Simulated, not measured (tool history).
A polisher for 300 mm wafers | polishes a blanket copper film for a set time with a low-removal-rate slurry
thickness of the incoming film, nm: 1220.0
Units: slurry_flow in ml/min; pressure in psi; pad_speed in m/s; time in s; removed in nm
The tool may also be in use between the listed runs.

run,hour,slurry_flow,pressure,pad_speed,slurry_solids,time,removed
1,0,270,2.5,0.98,1,52,112.63
2,1.9,315,2.5,0.98,1,52,110.47
3,6.6,315,2.5,0.98,1.15,52,115.61
4,7.6,265,2.5,0.98,1.15,52,113.83
5,10.8,330,2.5,0.98,1.15,52,114.55
6,14.5,330,2.1,0.98,1.15,52,98.25
7,23,330,2.4,0.98,1.15,52,109.83
8,25.3,330,2.6,0.98,1.15,52,117.2
9,31.9,330,2.8,0.98,1.15,52,125.51

Run 10 comes next. What will it give?
10,38,330,3,1,1.15,52,?

Run 10 gave removed 135.9 nm.
